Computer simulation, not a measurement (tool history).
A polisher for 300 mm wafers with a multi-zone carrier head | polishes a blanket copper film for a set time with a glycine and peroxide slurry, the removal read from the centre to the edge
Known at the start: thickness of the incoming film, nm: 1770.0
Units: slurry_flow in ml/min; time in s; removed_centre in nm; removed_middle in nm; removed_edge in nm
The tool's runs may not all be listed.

Run 1, hour 0.0: slurry_flow 200 ml/min, centre_zone 1.00, middle_zone 1.00, edge_zone 1.00, time 44 s. Result: removed_centre 283.69 nm, removed_middle 278.28 nm, removed_edge 279.60 nm.
Run 2, hour 5.6: slurry_flow 200 ml/min, centre_zone 0.99, middle_zone 0.99, edge_zone 1.03, time 46 s. Result: removed_centre 297.28 nm, removed_middle 289.57 nm, removed_edge 295.78 nm.
Run 3, hour 14.5: slurry_flow 200 ml/min, centre_zone 0.99, middle_zone 0.99, edge_zone 1.09, time 46 s. Result: removed_centre 295.23 nm, removed_middle 286.23 nm, removed_edge 304.07 nm.
Run 4, hour 23.1: slurry_flow 200 ml/min, centre_zone 0.98, middle_zone 0.99, edge_zone 1.11, time 48 s. Result: removed_centre 304.35 nm, removed_middle 305.06 nm, removed_edge 325.95 nm.
Run 5, hour 29.5: slurry_flow 205 ml/min, centre_zone 0.97, middle_zone 0.98, edge_zone 1.12, time 49 s. Result: removed_centre 306.66 nm, removed_middle 307.14 nm, removed_edge 337.01 nm.
Run 6, hour 30.1: slurry_flow 205 ml/min, centre_zone 0.97, middle_zone 0.93, edge_zone 1.12, time 49 s. Result: removed_centre 303.22 nm, removed_middle 293.81 nm, removed_edge 335.12 nm.

Forecast run 7:
Run 7, hour 35.8: slurry_flow 210 ml/min, centre_zone 0.97, middle_zone 0.94, edge_zone 1.13, time 50 s. Result: removed_centre ?, removed_middle ?, removed_edge ?.

Run 7 gave removed_centre 311.89 nm, removed_middle 306.67 nm, removed_edge 342.13 nm.
